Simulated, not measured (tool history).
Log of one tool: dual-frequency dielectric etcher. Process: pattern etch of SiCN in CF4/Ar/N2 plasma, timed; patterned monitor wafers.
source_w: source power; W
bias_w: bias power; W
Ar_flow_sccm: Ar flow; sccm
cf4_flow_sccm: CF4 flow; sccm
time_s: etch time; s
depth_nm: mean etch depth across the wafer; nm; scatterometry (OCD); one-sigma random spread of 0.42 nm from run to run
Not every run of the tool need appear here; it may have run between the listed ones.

run  hour  source_w  bias_w  Ar_flow_sccm  cf4_flow_sccm  time_s  depth_nm
  1     0       590      75           119             53   156.5    152.33
  2   8.9       590      75           108             53   156.5    154.74
  3    12       590      66           108             53   156.5    149.93
  4  13.6       520      65           109             53   156.5    131.78
  5  19.1       520      65           109             49   156.5    130.37
  6  20.1       520      71           109             49   156.5    134.67
  7  23.3       470      70           109             49   156.5    120.73

Estimate the outcome of run 8 from the log above:
  8  28.5       450      70           109             49   156.5         ?

Logged for run 8: depth_nm 115.48 nm.
